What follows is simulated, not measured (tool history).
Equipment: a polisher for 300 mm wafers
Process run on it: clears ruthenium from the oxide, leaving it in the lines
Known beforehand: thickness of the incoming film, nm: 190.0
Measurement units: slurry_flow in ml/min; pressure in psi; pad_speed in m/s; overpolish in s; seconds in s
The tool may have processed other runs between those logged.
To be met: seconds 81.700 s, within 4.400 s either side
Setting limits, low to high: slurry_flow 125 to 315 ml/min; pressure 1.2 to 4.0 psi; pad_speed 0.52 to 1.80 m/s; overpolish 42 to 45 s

{"run": 1, "hour": 0.0, "slurry_flow": 205, "pressure": 2.6, "pad_speed": 1.16, "overpolish": 42, "seconds": 121.2}
{"run": 2, "hour": 2.0, "slurry_flow": 205, "pressure": 2.6, "pad_speed": 1.16, "overpolish": 42, "seconds": 118.98}
{"run": 3, "hour": 8.8, "slurry_flow": 205, "pressure": 3.0, "pad_speed": 1.16, "overpolish": 42, "seconds": 106.79}
{"run": 4, "hour": 10.9, "slurry_flow": 205, "pressure": 3.0, "pad_speed": 1.16, "overpolish": 45, "seconds": 104.95}
{"run": 5, "hour": 12.4, "slurry_flow": 205, "pressure": 3.1, "pad_speed": 1.16, "overpolish": 45, "seconds": 100.21}
{"run": 6, "hour": 18.3, "slurry_flow": 205, "pressure": 2.7, "pad_speed": 1.16, "overpolish": 45, "seconds": 116.53}
{"run": 7, "hour": 20.0, "slurry_flow": 205, "pressure": 2.8, "pad_speed": 1.16, "overpolish": 45, "seconds": 112.61}
{"run": 8, "hour": 22.9, "slurry_flow": 205, "pressure": 2.9, "pad_speed": 1.16, "overpolish": 45, "seconds": 104.89}
{"run": 9, "hour": 30.7, "slurry_flow": 205, "pressure": 3.0, "pad_speed": 1.16, "overpolish": 45, "seconds": 108.33}
{"run": 10, "hour": 32.6, "slurry_flow": 205, "pressure": 3.1, "pad_speed": 1.16, "overpolish": 45, "seconds": 101.67}

Exercise: of the 4 proposed moves below, exactly one satisfies all targets within the stated allowed misses. Which move is it?
{"run": "A", "hour": 34.5, "slurry_flow": 155, "pressure": 2.9, "pad_speed": 1.14, "overpolish": 45, "seconds": "?"}
{"run": "B", "hour": 34.5, "slurry_flow": 230, "pressure": 3.4, "pad_speed": 1.16, "overpolish": 45, "seconds": "?"}
{"run": "C", "hour": 34.5, "slurry_flow": 200, "pressure": 3.3, "pad_speed": 1.36, "overpolish": 45, "seconds": "?"}
{"run": "D", "hour": 34.5, "slurry_flow": 210, "pressure": 3.1, "pad_speed": 1.2, "overpolish": 45, "seconds": "?"}

move=A seconds=114.750
move=B seconds=93.335
move=C seconds=83.618
move=D seconds=99.681
A: further off than the last run
B: closer than the last run, but not yet in spec
C: all results land within tolerance of their targets
D: closer than the last run, but not yet in spec
Correct choice: C, which meets every target
